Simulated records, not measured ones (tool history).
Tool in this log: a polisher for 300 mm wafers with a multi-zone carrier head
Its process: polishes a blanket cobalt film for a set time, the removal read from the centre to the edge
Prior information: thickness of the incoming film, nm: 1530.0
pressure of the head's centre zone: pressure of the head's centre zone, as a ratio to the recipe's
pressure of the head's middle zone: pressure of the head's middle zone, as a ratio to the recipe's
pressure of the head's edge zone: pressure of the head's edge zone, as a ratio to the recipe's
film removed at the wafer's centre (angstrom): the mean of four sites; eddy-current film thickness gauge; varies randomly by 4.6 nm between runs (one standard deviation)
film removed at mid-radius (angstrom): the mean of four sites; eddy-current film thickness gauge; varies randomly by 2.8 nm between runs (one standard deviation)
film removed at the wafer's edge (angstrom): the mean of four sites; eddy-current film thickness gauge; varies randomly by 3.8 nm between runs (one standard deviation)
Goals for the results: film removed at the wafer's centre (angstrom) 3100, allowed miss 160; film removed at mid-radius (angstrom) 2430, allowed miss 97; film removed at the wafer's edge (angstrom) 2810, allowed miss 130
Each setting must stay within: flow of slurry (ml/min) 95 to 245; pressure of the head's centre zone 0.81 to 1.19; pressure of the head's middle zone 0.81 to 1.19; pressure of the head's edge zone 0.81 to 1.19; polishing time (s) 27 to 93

run    day  flow of slurry (ml/min)  pressure of the head's centre zone  pressure of the head's middle zone  pressure of the head's edge zone  polishing time (s)  film removed at the wafer's centre (angstrom)  film removed at mid-radius (angstrom)  film removed at the wafer's edge (angstrom)
  1      0                      155                                   1                                   1                                 1                  59                                         2354.6                                 2310.4                                       2235.1
  2  0.033                      155                                   1                                   1                                 1                  44                                         1741.7                                 1737.3                                       1713.1
  3    0.4                      155                                   1                                1.04                                 1                  44                                         1749.8                                 1764.6                                       1750.6
  4  0.533                      150                                1.04                                1.02                              1.05                  49                                         1995.4                                 1910.6                                       1972.5
  5  0.617                      150                                1.04                                1.02                              1.11                  49                                         2024.3                                 1932.4                                       2016.9
  6  0.967                      185                                1.04                                1.02                              1.11                  49                                         2127.8                                 1990.1                                       1998.6
  7  1.183                      175                                1.07                                   1                              1.13                  53                                         2331.6                                 2165.9                                       2235.5
  8  1.488                      180                                 1.1                                0.96                              1.14                  55                                           2462                                 2112.1                                       2312.6
  9  1.625                      200                                1.17                                0.94                              1.19                  67                                         3310.4                                 2615.7                                       2942.4
 10  1.758                      195                                1.17                                0.93                              1.18                  67                                         3179.5                                   2563                                       2933.5
 11  1.921                      195                                1.17                                0.92                              1.17                  67                                         3246.4                                 2538.7                                       2932.1
 12  2.212                      190                                1.17                                0.92                              1.16                  67                                         3340.7                                 2507.6                                       2914.2

Next run, 4 choices. One meets every target within its allowed miss, the rest don't. Which?
  A  2.504                      240                                1.02                                0.91                              1.19                  68                                              ?                                      ?                                            ?
  B  2.504                      195                                1.13                                 0.9                              1.15                  65                                              ?                                      ?                                            ?
  C  2.504                      210                                1.18                                0.91                              1.19                  70                                              ?                                      ?                                            ?
  D  2.504                      230                                1.17                                0.85                               1.1                  68                                              ?                                      ?                                            ?

move  film removed at the wafer's centre (angstrom)  film removed at mid-radius (angstrom)  film removed at the wafer's edge (angstrom)
   A                                         3039.8                                 2642.3                                         3060
   B                                         3118.9                                 2430.2                                       2812.4
   C                                         3552.4                                 2669.8                                       3108.2
   D                                         3467.8                                 2482.4                                       2928.9
A: corrects the largest miss of the last run, while another result sits out of spec
B: all results land within tolerance of their targets
C: moves away from the targets compared with the last run
D: moves away from the targets compared with the last run
B meets every target.

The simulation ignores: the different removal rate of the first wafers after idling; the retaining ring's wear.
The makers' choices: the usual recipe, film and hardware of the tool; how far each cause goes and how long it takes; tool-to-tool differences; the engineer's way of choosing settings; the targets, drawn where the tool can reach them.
